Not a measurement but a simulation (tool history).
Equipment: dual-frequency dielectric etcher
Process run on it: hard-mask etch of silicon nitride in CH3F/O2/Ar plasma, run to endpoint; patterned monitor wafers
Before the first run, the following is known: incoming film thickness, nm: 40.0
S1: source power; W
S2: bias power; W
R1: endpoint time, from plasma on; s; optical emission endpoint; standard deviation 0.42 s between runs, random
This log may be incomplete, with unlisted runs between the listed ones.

run    day   S1   S2      R1
  1  0.000  370   93  55.266
  2  0.275  370  108  52.702
  3  0.500  340  102  55.517
  4  0.754  340   87  59.139
  5  1.025  340   71  63.023
  6  1.129  340   81  60.304

What will run 7 give?
  7  1.283  330  80   ?

Run 7 produced R1 61.131 s.
